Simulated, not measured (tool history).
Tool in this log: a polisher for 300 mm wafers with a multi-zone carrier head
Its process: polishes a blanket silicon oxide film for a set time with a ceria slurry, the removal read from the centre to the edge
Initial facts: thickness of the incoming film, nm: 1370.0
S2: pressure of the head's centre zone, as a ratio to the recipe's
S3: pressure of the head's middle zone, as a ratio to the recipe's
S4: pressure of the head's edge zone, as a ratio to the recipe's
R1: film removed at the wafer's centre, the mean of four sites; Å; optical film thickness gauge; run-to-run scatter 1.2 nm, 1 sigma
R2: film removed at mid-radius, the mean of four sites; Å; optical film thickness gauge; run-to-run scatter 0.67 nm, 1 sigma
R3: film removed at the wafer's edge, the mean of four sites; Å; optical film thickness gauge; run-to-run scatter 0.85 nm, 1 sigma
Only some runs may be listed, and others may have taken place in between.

{"run": 1, "hour": 0.0, "flow of slurry (ml/min)": 235, "S2": 1.0, "S3": 1.0, "S4": 1.0, "polishing time (s)": 49, "R1": 1234.7, "R2": 1221.3, "R3": 1216.9}
{"run": 2, "hour": 5.1, "flow of slurry (ml/min)": 225, "S2": 0.98, "S3": 0.95, "S4": 1.0, "polishing time (s)": 46, "R1": 1122.0, "R2": 1078.3, "R3": 1143.7}
{"run": 3, "hour": 7.8, "flow of slurry (ml/min)": 225, "S2": 0.98, "S3": 0.91, "S4": 1.0, "polishing time (s)": 46, "R1": 1134.6, "R2": 1051.0, "R3": 1165.2}
{"run": 4, "hour": 13.8, "flow of slurry (ml/min)": 215, "S2": 0.96, "S3": 0.89, "S4": 0.98, "polishing time (s)": 44, "R1": 1077.7, "R2": 993.47, "R3": 1072.7}
{"run": 5, "hour": 19.2, "flow of slurry (ml/min)": 170, "S2": 0.96, "S3": 0.89, "S4": 0.98, "polishing time (s)": 44, "R1": 1025.5, "R2": 990.5, "R3": 1046.2}
{"run": 6, "hour": 25.1, "flow of slurry (ml/min)": 170, "S2": 0.96, "S3": 0.89, "S4": 1.04, "polishing time (s)": 44, "R1": 1059.9, "R2": 965.39, "R3": 1068.2}
{"run": 7, "hour": 31.5, "flow of slurry (ml/min)": 170, "S2": 0.93, "S3": 0.87, "S4": 1.05, "polishing time (s)": 42, "R1": 961.79, "R2": 913.84, "R3": 1035.5}

Run 8 comes next. What will it give?
{"run": 8, "hour": 39.6, "flow of slurry (ml/min)": 170, "S2": 0.93, "S3": 0.86, "S4": 1.05, "polishing time (s)": 41, "R1": "?", "R2": "?", "R3": "?"}

{"run 8": {"R1": 912.65, "R2": 871.68, "R3": 1015.7}}
